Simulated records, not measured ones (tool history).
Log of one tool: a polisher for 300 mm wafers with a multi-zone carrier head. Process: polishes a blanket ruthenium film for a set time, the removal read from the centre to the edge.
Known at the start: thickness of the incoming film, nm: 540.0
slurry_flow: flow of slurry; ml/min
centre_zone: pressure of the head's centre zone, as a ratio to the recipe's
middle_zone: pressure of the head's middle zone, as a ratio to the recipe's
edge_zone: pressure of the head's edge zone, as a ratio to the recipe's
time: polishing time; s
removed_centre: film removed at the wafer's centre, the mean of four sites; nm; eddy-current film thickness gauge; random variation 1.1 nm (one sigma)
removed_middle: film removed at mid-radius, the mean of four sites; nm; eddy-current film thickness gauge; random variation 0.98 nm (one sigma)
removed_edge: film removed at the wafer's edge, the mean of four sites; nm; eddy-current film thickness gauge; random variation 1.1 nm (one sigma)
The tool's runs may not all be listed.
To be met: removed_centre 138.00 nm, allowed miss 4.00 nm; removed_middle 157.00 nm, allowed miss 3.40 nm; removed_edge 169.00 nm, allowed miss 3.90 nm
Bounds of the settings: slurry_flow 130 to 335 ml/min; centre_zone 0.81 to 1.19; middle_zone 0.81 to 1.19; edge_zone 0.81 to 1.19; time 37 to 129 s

{"run": 1, "hour": 0.0, "slurry_flow": 215, "centre_zone": 1.0, "middle_zone": 1.0, "edge_zone": 1.0, "time": 83, "removed_centre": 118.16, "removed_middle": 119.97, "removed_edge": 121.58}
{"run": 2, "hour": 3.2, "slurry_flow": 260, "centre_zone": 1.0, "middle_zone": 1.0, "edge_zone": 1.0, "time": 83, "removed_centre": 122.07, "removed_middle": 121.84, "removed_edge": 122.55}
{"run": 3, "hour": 6.0, "slurry_flow": 260, "centre_zone": 1.0, "middle_zone": 1.0, "edge_zone": 1.0, "time": 101, "removed_centre": 147.04, "removed_middle": 149.33, "removed_edge": 150.36}
{"run": 4, "hour": 11.4, "slurry_flow": 260, "centre_zone": 0.99, "middle_zone": 1.0, "edge_zone": 1.02, "time": 101, "removed_centre": 145.17, "removed_middle": 149.05, "removed_edge": 150.06}
{"run": 5, "hour": 12.2, "slurry_flow": 255, "centre_zone": 0.98, "middle_zone": 1.0, "edge_zone": 1.04, "time": 102, "removed_centre": 145.09, "removed_middle": 152.06, "removed_edge": 154.41}
{"run": 6, "hour": 16.6, "slurry_flow": 255, "centre_zone": 0.97, "middle_zone": 1.0, "edge_zone": 1.06, "time": 102, "removed_centre": 143.31, "removed_middle": 150.48, "removed_edge": 154.1}
{"run": 7, "hour": 20.9, "slurry_flow": 250, "centre_zone": 0.96, "middle_zone": 1.0, "edge_zone": 1.07, "time": 103, "removed_centre": 143.48, "removed_middle": 151.51, "removed_edge": 157.27}
{"run": 8, "hour": 25.2, "slurry_flow": 250, "centre_zone": 0.95, "middle_zone": 1.0, "edge_zone": 1.08, "time": 103, "removed_centre": 141.11, "removed_middle": 151.47, "removed_edge": 158.26}
{"run": 9, "hour": 30.2, "slurry_flow": 250, "centre_zone": 0.95, "middle_zone": 1.0, "edge_zone": 1.09, "time": 103, "removed_centre": 142.41, "removed_middle": 151.12, "removed_edge": 157.59}
{"run": 10, "hour": 36.6, "slurry_flow": 250, "centre_zone": 0.94, "middle_zone": 1.0, "edge_zone": 1.1, "time": 104, "removed_centre": 143.47, "removed_middle": 152.38, "removed_edge": 160.2}
{"run": 11, "hour": 43.3, "slurry_flow": 250, "centre_zone": 0.93, "middle_zone": 1.0, "edge_zone": 1.11, "time": 104, "removed_centre": 140.73, "removed_middle": 153.16, "removed_edge": 159.87}
{"run": 12, "hour": 45.4, "slurry_flow": 250, "centre_zone": 0.92, "middle_zone": 1.0, "edge_zone": 1.12, "time": 104, "removed_centre": 137.52, "removed_middle": 154.03, "removed_edge": 159.49}
{"run": 13, "hour": 48.3, "slurry_flow": 250, "centre_zone": 0.92, "middle_zone": 1.0, "edge_zone": 1.13, "time": 104, "removed_centre": 137.2, "removed_middle": 152.63, "removed_edge": 161.78}
{"run": 14, "hour": 55.8, "slurry_flow": 250, "centre_zone": 0.92, "middle_zone": 1.0, "edge_zone": 1.14, "time": 104, "removed_centre": 137.65, "removed_middle": 153.29, "removed_edge": 162.06}
{"run": 15, "hour": 63.3, "slurry_flow": 250, "centre_zone": 0.92, "middle_zone": 1.0, "edge_zone": 1.15, "time": 104, "removed_centre": 138.18, "removed_middle": 150.83, "removed_edge": 164.0}
{"run": 16, "hour": 67.7, "slurry_flow": 255, "centre_zone": 0.92, "middle_zone": 1.0, "edge_zone": 1.15, "time": 104, "removed_centre": 139.93, "removed_middle": 153.09, "removed_edge": 162.77}

4 next moves are on the table. One of them brings every result within its allowed miss. Which?
{"run": "A", "hour": 72.1, "slurry_flow": 290, "centre_zone": 0.95, "middle_zone": 1.04, "edge_zone": 1.07, "time": 100, "removed_centre": "?", "removed_middle": "?", "removed_edge": "?"}
{"run": "B", "hour": 72.1, "slurry_flow": 260, "centre_zone": 0.91, "middle_zone": 0.98, "edge_zone": 1.17, "time": 103, "removed_centre": "?", "removed_middle": "?", "removed_edge": "?"}
{"run": "C", "hour": 72.1, "slurry_flow": 300, "centre_zone": 0.99, "middle_zone": 1.08, "edge_zone": 1.07, "time": 94, "removed_centre": "?", "removed_middle": "?", "removed_edge": "?"}
{"run": "D", "hour": 72.1, "slurry_flow": 235, "centre_zone": 0.88, "middle_zone": 0.98, "edge_zone": 1.15, "time": 109, "removed_centre": "?", "removed_middle": "?", "removed_edge": "?"}

move=A removed_centre=141.07 removed_middle=155.38 removed_edge=154.34
move=B removed_centre=137.21 removed_middle=150.93 removed_edge=163.70
move=C removed_centre=138.80 removed_middle=150.98 removed_edge=145.40
move=D removed_centre=138.40 removed_middle=157.72 removed_edge=170.29
A: further off than the last run
B: further off than the last run
C: further off than the last run
D: meets every target
The right move is D.
